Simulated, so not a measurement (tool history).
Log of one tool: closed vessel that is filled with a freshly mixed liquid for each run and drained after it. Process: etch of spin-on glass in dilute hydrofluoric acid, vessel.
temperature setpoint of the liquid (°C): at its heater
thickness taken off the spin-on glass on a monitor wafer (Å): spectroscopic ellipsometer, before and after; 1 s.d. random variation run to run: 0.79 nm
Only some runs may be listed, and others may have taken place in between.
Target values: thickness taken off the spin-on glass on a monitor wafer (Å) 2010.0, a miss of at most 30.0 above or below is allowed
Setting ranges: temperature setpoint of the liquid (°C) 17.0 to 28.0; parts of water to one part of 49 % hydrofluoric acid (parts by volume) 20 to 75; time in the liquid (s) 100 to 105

| run | hour | temperature setpoint of the liquid (°C) | parts of water to one part of 49 % hydrofluoric acid (parts by volume) | time in the liquid (s) | thickness taken off the spin-on glass on a monitor wafer (Å) |
|---|---|---|---|---|---|
| 1 | 0.0 | 20.0 | 45 | 100 | 1243.6 |
| 2 | 3.6 | 17.0 | 45 | 100 | 1094.4 |
| 3 | 6.4 | 18.5 | 45 | 100 | 1164.0 |
| 4 | 13.4 | 18.5 | 45 | 105 | 1231.7 |
| 5 | 17.6 | 19.5 | 45 | 105 | 1276.7 |
| 6 | 21.8 | 19.5 | 45 | 105 | 1274.7 |
| 7 | 27.7 | 20.5 | 45 | 105 | 1329.2 |
| 8 | 34.7 | 21.5 | 45 | 105 | 1384.1 |
| 9 | 36.6 | 22.5 | 45 | 105 | 1449.2 |
| 10 | 44.2 | 23.0 | 45 | 105 | 1488.2 |
| 11 | 49.3 | 23.5 | 45 | 105 | 1516.8 |
| 12 | 53.2 | 23.5 | 45 | 105 | 1511.3 |
| 13 | 56.5 | 24.0 | 45 | 105 | 1548.6 |
| 14 | 60.0 | 24.5 | 45 | 105 | 1575.1 |
| 15 | 68.7 | 25.0 | 45 | 105 | 1595.5 |
| 16 | 75.0 | 25.5 | 45 | 105 | 1639.0 |
| 17 | 79.0 | 26.0 | 45 | 105 | 1661.0 |

4 next moves are on the table. One of them brings every result within its allowed miss. Which?
| A | 83.0 | 28.0 | 45 | 105 | ? |
| B | 83.0 | 22.0 | 30 | 105 | ? |
| C | 83.0 | 25.5 | 55 | 100 | ? |
| D | 83.0 | 24.0 | 35 | 105 | ? |

| move | thickness taken off the spin-on glass on a monitor wafer (Å) |
|---|---|
| A | 1814.9 |
| B | 2169.7 |
| C | 1260.8 |
| D | 2009.8 |
A: closer than the last run, but not yet in spec
B: takes the result that was furthest off past its target
C: further off than the last run
D: each result inside its tolerance
D is the move that brings every result within its allowed miss.
